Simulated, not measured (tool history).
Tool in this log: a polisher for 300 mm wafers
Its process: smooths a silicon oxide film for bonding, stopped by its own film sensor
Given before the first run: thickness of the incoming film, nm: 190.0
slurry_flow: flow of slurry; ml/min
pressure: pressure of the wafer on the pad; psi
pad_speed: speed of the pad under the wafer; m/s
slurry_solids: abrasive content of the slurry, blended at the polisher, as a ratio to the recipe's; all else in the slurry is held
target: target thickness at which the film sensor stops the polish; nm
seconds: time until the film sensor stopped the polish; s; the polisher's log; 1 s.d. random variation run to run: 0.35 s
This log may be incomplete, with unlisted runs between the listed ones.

run 1 hour=0 | slurry_flow=310 pressure=2.5 pad_speed=0.92 slurry_solids=1 target=160 | seconds=34.037
run 2 hour=1.4 | slurry_flow=310 pressure=2.5 pad_speed=0.92 slurry_solids=1 target=160 | seconds=34.425
run 3 hour=2 | slurry_flow=310 pressure=2.5 pad_speed=0.92 slurry_solids=1.15 target=160 | seconds=32.836
run 4 hour=3.7 | slurry_flow=310 pressure=2.5 pad_speed=0.92 slurry_solids=1.15 target=163 | seconds=29.501
run 5 hour=6.9 | slurry_flow=310 pressure=2.3 pad_speed=0.92 slurry_solids=1.15 target=163 | seconds=31.57
run 6 hour=14 | slurry_flow=310 pressure=2.3 pad_speed=0.92 slurry_solids=1.15 target=160 | seconds=35.024

Run 7 is up next; what results do you expect?
run 7 hour=17.8 | slurry_flow=310 pressure=2.2 pad_speed=0.92 slurry_solids=1.15 target=160 | seconds=?

Run 7 measured seconds 36.509 s.
